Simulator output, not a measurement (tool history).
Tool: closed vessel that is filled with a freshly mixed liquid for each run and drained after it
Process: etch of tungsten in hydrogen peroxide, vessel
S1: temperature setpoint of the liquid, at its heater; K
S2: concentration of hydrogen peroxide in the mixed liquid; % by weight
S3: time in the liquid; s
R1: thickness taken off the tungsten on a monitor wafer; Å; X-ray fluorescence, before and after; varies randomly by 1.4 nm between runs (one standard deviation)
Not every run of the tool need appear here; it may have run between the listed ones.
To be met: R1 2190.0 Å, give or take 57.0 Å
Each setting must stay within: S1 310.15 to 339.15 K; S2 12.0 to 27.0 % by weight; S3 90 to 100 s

run 1 hour=0.0 | S1=326.15 S2=18.0 S3=90 | R1=2689.6
run 2 hour=4.9 | S1=325.65 S2=18.0 S3=90 | R1=2635.9
run 3 hour=5.8 | S1=330.15 S2=18.0 S3=90 | R1=3400.5
run 4 hour=10.5 | S1=330.15 S2=18.0 S3=90 | R1=3457.4
run 5 hour=12.8 | S1=330.15 S2=15.5 S3=90 | R1=3171.1
run 6 hour=19.8 | S1=329.15 S2=15.5 S3=90 | R1=3013.4
run 7 hour=25.6 | S1=328.15 S2=15.5 S3=90 | R1=2822.2
run 8 hour=31.7 | S1=327.65 S2=15.5 S3=90 | R1=2740.2
run 9 hour=37.9 | S1=327.15 S2=15.5 S3=90 | R1=2679.8
run 10 hour=43.8 | S1=326.65 S2=15.5 S3=90 | R1=2633.5
run 11 hour=44.7 | S1=326.15 S2=15.5 S3=90 | R1=2520.5
run 12 hour=46.3 | S1=325.65 S2=15.5 S3=90 | R1=2441.4
run 13 hour=50.6 | S1=325.15 S2=15.5 S3=90 | R1=2357.4
run 14 hour=55.9 | S1=324.65 S2=15.5 S3=90 | R1=2325.2

Exercise: of the 4 proposed moves below, exactly one satisfies all targets within the stated allowed misses. Which move is it?
run A hour=61.2 | S1=323.65 S2=13.5 S3=90 | R1=?
run B hour=61.2 | S1=323.15 S2=13.5 S3=100 | R1=?
run C hour=61.2 | S1=322.65 S2=14.5 S3=95 | R1=?
run D hour=61.2 | S1=324.65 S2=13.0 S3=90 | R1=?

move=A R1=2020.3
move=B R1=2177.4
move=C R1=2079.1
move=D R1=2106.7
A: the result that was furthest off in the last run now lies on the other side of its target
B: all results land within tolerance of their targets
C: the result that was furthest off in the last run now lies on the other side of its target
D: the result that was furthest off in the last run now lies on the other side of its target
Go with B: it meets all targets.

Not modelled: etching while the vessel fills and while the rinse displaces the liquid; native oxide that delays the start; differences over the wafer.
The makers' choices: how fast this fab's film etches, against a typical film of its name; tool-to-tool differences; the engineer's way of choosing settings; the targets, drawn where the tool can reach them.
